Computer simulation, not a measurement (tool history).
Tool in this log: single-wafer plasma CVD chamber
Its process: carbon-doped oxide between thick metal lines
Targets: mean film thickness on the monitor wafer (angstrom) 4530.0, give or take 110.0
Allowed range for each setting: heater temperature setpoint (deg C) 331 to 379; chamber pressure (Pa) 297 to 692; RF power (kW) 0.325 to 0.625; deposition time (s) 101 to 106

| run | hour | heater temperature setpoint (deg C) | chamber pressure (Pa) | RF power (kW) | deposition time (s) | mean film thickness on the monitor wafer (angstrom) |
|---|---|---|---|---|---|---|
| 1 | 0.0 | 355 | 495 | 0.475 | 106 | 4988.8 |
| 2 | 2.7 | 356 | 481 | 0.465 | 106 | 4925.2 |
| 3 | 9.4 | 346 | 481 | 0.465 | 106 | 5004.3 |
| 4 | 12.1 | 346 | 472 | 0.450 | 106 | 4894.0 |
| 5 | 16.2 | 346 | 472 | 0.450 | 101 | 4674.9 |
| 6 | 21.6 | 346 | 472 | 0.450 | 106 | 4885.8 |
| 7 | 27.6 | 346 | 472 | 0.450 | 106 | 4910.9 |
| 8 | 33.5 | 347 | 464 | 0.440 | 106 | 4799.2 |

4 candidate next runs follow, results not yet known. Just one meets every target within its allowed miss. Identify it.
| A | 39.4 | 339 | 579 | 0.375 | 106 | ? |
| B | 39.4 | 363 | 544 | 0.555 | 101 | ? |
| C | 39.4 | 348 | 388 | 0.425 | 101 | ? |
| D | 39.4 | 342 | 488 | 0.415 | 106 | ? |

| move | mean film thickness on the monitor wafer (angstrom) |
|---|---|
| A | 4547.9 |
| B | 5222.5 |
| C | 4335.3 |
| D | 4692.5 |
A: all results land within tolerance of their targets
B: misses by more than the last run did
C: takes the result that was furthest off past its target
D: moves toward the targets from the last run without getting all of them in spec
A is the move that brings every result within its allowed miss.

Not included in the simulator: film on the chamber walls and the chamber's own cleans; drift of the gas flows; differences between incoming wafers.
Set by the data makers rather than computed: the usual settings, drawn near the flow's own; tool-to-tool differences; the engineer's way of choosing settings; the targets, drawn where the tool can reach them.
